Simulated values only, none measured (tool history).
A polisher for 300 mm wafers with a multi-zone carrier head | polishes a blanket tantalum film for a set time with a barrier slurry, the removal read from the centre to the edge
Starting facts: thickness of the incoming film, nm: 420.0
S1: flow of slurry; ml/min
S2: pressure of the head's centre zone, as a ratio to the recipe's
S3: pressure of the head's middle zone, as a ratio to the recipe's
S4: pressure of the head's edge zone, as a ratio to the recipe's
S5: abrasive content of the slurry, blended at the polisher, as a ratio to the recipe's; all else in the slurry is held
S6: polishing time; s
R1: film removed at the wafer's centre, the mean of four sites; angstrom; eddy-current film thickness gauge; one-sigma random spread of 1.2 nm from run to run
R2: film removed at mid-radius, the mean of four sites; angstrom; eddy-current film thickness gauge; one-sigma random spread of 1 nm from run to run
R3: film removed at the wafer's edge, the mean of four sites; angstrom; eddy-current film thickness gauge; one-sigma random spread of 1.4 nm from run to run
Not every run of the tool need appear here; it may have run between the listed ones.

run  hour   S1    S2    S3    S4    S5  S6      R1      R2      R3
  1   0.0  155  1.00  1.00  1.00  1.00  73  1256.2  1287.5  1343.0
  2   8.6  150  1.01  0.99  0.98  0.95  73  1263.1  1224.9  1280.3
  3  15.5  145  1.01  0.98  0.97  0.95  73  1241.1  1244.8  1259.3
  4  17.8  115  1.01  0.98  0.97  0.95  73  1171.4  1176.7  1212.6
  5  25.9  115  1.02  0.97  0.97  0.95  73  1177.5  1134.7  1229.2
  6  31.6  115  1.02  0.97  0.91  0.95  73  1191.2  1147.4  1177.8
  7  39.8  115  1.03  0.96  0.90  0.95  73  1195.6  1132.7  1180.7
     44.4  -- edge zone pressure recalibrated
  8  44.4  115  1.04  0.95  0.89  0.95  73  1192.2  1134.4  1115.8
  9  45.2  115  1.05  0.94  0.91  0.95  73  1209.6  1134.7  1157.8
 10  53.1  115  1.07  0.93  0.92  0.95  73  1224.1  1125.7  1125.7
 11  58.1  115  1.08  0.92  0.94  0.95  73  1254.7  1108.4  1158.7

Run 12, settings as shown, results not yet in. Your forecast:
 12  59.7  115  1.09  0.91  0.94  0.95  73   ?   ?   ?

R1: 1256.4 angstrom
R2: 1108.7 angstrom
R3: 1159.4 angstrom

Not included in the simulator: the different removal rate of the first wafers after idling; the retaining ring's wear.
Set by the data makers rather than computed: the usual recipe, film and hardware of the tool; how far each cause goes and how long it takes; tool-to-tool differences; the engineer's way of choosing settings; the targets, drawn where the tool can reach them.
